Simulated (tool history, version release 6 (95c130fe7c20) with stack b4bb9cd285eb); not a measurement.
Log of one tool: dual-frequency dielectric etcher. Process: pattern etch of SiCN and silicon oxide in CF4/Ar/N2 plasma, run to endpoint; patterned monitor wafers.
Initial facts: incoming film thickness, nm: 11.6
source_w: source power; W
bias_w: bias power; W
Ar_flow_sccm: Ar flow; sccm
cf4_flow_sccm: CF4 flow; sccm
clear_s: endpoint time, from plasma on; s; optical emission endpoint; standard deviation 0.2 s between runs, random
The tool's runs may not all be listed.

run	hour	source_w	bias_w	Ar_flow_sccm	cf4_flow_sccm	clear_s
1	0	370	62	91	80	17.589
2	1.2	400	62	91	80	16.433
3	3.8	380	61	91	80	16.885
4	7.2	360	60	92	79	18.036
5	15.3	340	59	92	79	19.003
6	17.7	330	59	92	79	19.645
7	25.3	320	59	92	79	19.625
8	28.9	310	59	92	79	20.317

Run 9, settings as shown, results not yet in. Your forecast:
9	31.5	300	59	92	79	?

clear_s: 21.324 s

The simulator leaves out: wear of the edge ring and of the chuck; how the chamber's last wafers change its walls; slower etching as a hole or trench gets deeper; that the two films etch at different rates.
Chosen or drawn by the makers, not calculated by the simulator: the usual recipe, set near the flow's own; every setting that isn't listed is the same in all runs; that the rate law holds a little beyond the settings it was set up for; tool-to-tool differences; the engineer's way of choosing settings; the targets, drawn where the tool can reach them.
